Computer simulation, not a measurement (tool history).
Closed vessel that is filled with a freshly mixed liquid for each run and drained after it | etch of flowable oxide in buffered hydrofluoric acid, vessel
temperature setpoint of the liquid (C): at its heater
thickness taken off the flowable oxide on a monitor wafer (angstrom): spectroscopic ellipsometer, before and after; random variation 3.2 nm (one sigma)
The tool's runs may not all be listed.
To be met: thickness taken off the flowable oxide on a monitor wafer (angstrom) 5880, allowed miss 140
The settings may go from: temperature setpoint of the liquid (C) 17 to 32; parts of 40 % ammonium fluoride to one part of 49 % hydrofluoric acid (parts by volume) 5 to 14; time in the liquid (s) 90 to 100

run    day  temperature setpoint of the liquid (C)  parts of 40 % ammonium fluoride to one part of 49 % hydrofluoric acid (parts by volume)  time in the liquid (s)  thickness taken off the flowable oxide on a monitor wafer (angstrom)
  1      0                                      25                                                                                      8.5                      90                                                                3302.9
  2  0.267                                      25                                                                                      8.5                      90                                                                3308.4
  3    0.5                                    25.5                                                                                      8.5                      90                                                                3397.5
  4  0.667                                      26                                                                                      8.5                      90                                                                3482.6
  5  0.783                                      26                                                                                      8.5                     100                                                                3863.6
  6  1.125                                    26.5                                                                                      8.5                     100                                                                3963.6
  7  1.429                                      27                                                                                      8.5                     100                                                                4086.8
  8    1.7                                    27.5                                                                                      8.5                     100                                                                4222.8

Which of these 5 next moves meets every target?
  A  1.971                                    28.5                                                                                        7                     100                                                                     ?
  B  1.971                                    28.5                                                                                        6                     100                                                                     ?
  C  1.971                                      30                                                                                      7.5                     100                                                                     ?
  D  1.971                                      32                                                                                        7                     100                                                                     ?
  E  1.971                                      26                                                                                      5.5                     100                                                                     ?

move  thickness taken off the flowable oxide on a monitor wafer (angstrom)
   A                                                                5505.5
   B                                                                6291.2
   C                                                                5530.7
   D                                                                6610.7
   E                                                                5927.8
A: nearer than the last run, and not there yet
B: takes the result that was furthest off past its target
C: nearer than the last run, and not there yet
D: takes the result that was furthest off past its target
E: meets every target
Move E is the one to make.

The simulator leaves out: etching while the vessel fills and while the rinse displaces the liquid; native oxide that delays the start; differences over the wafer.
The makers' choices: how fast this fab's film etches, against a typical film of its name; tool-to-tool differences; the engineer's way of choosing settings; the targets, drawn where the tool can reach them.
